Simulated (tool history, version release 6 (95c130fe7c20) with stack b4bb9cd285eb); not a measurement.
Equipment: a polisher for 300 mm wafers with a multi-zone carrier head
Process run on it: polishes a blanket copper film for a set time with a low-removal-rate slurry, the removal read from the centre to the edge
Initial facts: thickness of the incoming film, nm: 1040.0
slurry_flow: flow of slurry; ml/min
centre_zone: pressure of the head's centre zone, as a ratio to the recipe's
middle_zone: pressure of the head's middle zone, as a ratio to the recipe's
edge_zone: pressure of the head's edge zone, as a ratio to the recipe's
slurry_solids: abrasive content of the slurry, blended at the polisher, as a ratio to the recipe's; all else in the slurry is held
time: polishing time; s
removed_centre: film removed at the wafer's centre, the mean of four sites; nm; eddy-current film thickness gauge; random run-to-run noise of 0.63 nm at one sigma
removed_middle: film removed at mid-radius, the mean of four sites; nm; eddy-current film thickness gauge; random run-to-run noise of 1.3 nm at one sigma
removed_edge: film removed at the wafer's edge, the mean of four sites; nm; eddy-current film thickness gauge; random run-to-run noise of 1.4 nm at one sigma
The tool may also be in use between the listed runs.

run  hour  slurry_flow  centre_zone  middle_zone  edge_zone  slurry_solids  time  removed_centre  removed_middle  removed_edge
  1     0          185            1            1          1              1    53          137.22          138.51        137.87
  2   5.4          185            1            1          1            1.1    53          142.36          138.66        141.98
  3    13          185            1            1          1           0.95    53          136.63          140.61        137.89
  4  15.6          185            1            1       1.07           0.95    53          136.43          134.55        141.81
  5  24.1          185            1            1       1.07           1.05    53           139.1          140.38        140.53
     25.4  -- worn pad replaced by a new one
  6  25.4          185            1            1       1.07           0.95    53          152.09          149.57        160.69
  7  33.9          170         0.94         0.94       1.01           0.95    53           139.4          142.61        150.91
  8  37.6          165         0.92         0.92       0.99            0.9    47          120.91          121.47         135.6

For run 9, what comes out?
  9  38.2          160         0.91         0.92       0.96           0.85    44               ?               ?             ?

Run 9 produced removed_centre 109.01 nm, removed_middle 110.39 nm, removed_edge 124.04 nm.

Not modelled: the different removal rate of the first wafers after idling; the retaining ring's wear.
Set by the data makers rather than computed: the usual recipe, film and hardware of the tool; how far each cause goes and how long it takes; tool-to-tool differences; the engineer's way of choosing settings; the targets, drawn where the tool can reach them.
